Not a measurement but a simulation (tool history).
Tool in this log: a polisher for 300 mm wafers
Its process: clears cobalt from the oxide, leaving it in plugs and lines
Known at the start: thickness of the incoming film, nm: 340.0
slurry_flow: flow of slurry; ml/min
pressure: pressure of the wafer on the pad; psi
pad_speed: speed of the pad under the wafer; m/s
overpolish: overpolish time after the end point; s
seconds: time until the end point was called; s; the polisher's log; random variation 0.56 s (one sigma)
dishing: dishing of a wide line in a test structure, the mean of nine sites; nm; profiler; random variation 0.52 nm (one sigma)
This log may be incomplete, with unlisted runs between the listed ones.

run,day,slurry_flow,pressure,pad_speed,overpolish,seconds,dishing
1,0.000,155,1.8,1.22,21,74.461,24.508
2,0.258,120,1.8,1.22,21,78.293,22.891
3,0.283,120,1.8,1.22,14,77.434,22.552
4,0.646,110,1.9,1.22,12,75.394,21.585
5,0.846,110,1.9,1.22,6,75.641,17.335
6,1.162,95,1.9,1.22,6,78.357,16.665

For run 7, what comes out?
7,1.217,140,1.8,1.22,16,?,?

seconds: 74.683 s
dishing: 23.534 nm

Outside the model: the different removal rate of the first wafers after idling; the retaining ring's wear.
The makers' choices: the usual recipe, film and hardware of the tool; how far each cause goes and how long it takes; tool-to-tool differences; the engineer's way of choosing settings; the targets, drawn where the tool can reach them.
